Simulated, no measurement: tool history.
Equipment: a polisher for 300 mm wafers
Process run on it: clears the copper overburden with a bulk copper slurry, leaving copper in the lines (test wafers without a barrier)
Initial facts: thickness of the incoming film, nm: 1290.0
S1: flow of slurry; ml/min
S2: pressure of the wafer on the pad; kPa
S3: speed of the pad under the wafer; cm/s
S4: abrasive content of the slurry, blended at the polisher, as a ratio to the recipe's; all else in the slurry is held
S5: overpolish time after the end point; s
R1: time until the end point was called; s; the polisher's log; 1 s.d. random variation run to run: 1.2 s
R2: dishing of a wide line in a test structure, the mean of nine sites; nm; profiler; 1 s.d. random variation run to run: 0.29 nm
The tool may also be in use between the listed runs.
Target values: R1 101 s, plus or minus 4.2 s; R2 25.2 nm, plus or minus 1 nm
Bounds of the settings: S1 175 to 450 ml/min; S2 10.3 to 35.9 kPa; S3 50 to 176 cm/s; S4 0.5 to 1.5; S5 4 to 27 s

| run | hour | S1 | S2 | S3 | S4 | S5 | R1 | R2 |
|---|---|---|---|---|---|---|---|---|
| 1 | 0 | 290 | 22.8 | 112 | 1 | 14 | 87.649 | 43.066 |
| 2 | 7.8 | 290 | 22.8 | 112 | 1 | 17 | 88.809 | 42.553 |
| 3 | 12.1 | 295 | 20.7 | 118 | 1.05 | 15 | 91.91 | 43.282 |
| 4 | 20.3 | 365 | 20.7 | 118 | 1.05 | 15 | 87.786 | 43.057 |
| 5 | 21.6 | 380 | 22.1 | 106 | 0.95 | 13 | 95.361 | 41.523 |
| 6 | 30.5 | 315 | 22.1 | 106 | 0.95 | 13 | 95.855 | 41.355 |
| 7 | 32.9 | 235 | 15.2 | 138 | 1.15 | 7 | 103.54 | 32.55 |
| 8 | 38 | 225 | 14.5 | 142 | 1.2 | 6 | 105.7 | 29.692 |
| 9 | 43.3 | 215 | 14.5 | 144 | 1.25 | 6 | 104.53 | 29.963 |
| 10 | 51.7 | 210 | 13.8 | 150 | 1.3 | 6 | 101.88 | 30.142 |
| 11 | 60.1 | 205 | 13.1 | 154 | 1.35 | 6 | 104.35 | 30.426 |
| 12 | 67.1 | 200 | 12.4 | 156 | 1.2 | 6 | 112.4 | 28.518 |
| 13 | 75.9 | 195 | 13.1 | 160 | 1.1 | 6 | 109.88 | 29.559 |
| 14 | 78.2 | 190 | 12.4 | 162 | 1.15 | 6 | 112.51 | 29.161 |
| 15 | 83.4 | 185 | 11.7 | 164 | 1.2 | 6 | 114.38 | 28.12 |
| 16 | 84.9 | 185 | 11.7 | 166 | 1.25 | 6 | 112.44 | 29.407 |
| 17 | 93.3 | 185 | 12.4 | 166 | 1.1 | 6 | 108.68 | 29.294 |
| 18 | 96.8 | 185 | 12.4 | 168 | 1.15 | 6 | 110.15 | 29.817 |
| 19 | 100.5 | 185 | 13.1 | 160 | 1.2 | 6 | 104.96 | 29.771 |
| 20 | 104.4 | 185 | 12.4 | 162 | 1.25 | 6 | 108.39 | 28.896 |

Which single option among these 5 for the next run brings every result within its allowed miss of target? Just one does.
| A | 108.3 | 200 | 11.7 | 166 | 1.15 | 9 | ? | ? |
| B | 108.3 | 175 | 14.5 | 150 | 1.35 | 4 | ? | ? |
| C | 108.3 | 180 | 19.3 | 104 | 1.1 | 8 | ? | ? |
| D | 108.3 | 230 | 11.7 | 168 | 1.2 | 8 | ? | ? |
| E | 108.3 | 225 | 13.1 | 162 | 1.15 | 11 | ? | ? |

| move | R1 | R2 |
|---|---|---|
| A | 116.09 | 34.209 |
| B | 102.24 | 24.837 |
| C | 117.32 | 33.719 |
| D | 110.98 | 33.316 |
| E | 105.19 | 37.7 |
A: its largest miss is bigger than the last run's
B: meets every target
C: its largest miss is bigger than the last run's
D: its largest miss is bigger than the last run's
E: its largest miss is bigger than the last run's
So the answer is move B, the one that meets all the targets.

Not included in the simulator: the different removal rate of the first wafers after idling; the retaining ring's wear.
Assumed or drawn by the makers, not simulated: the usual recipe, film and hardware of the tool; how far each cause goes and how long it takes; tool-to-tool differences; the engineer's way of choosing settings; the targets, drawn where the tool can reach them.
